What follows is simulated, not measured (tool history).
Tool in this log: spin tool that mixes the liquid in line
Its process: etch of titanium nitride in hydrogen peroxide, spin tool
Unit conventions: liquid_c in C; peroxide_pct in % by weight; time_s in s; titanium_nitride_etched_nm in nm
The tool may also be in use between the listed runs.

run	hour	liquid_c	peroxide_pct	time_s	titanium_nitride_etched_nm
1	0	47	21	275	5.0043
2	6.9	49.5	21	275	6.0519
3	8.8	51.5	21	275	6.9239
4	16.3	53	21	275	7.8578
5	24.8	54	21	275	8.3091
6	31.4	54	19.5	275	8.1291
7	39.3	55	19.5	275	8.8463
8	47.2	56	19.5	275	9.5722
9	53.1	56.5	19.5	275	9.9062
10	54.2	57	19.5	275	10.188

What will run 11 give?
11	58.2	57.5	19.5	275	?

Run 11 measured titanium_nitride_etched_nm 10.406 nm.
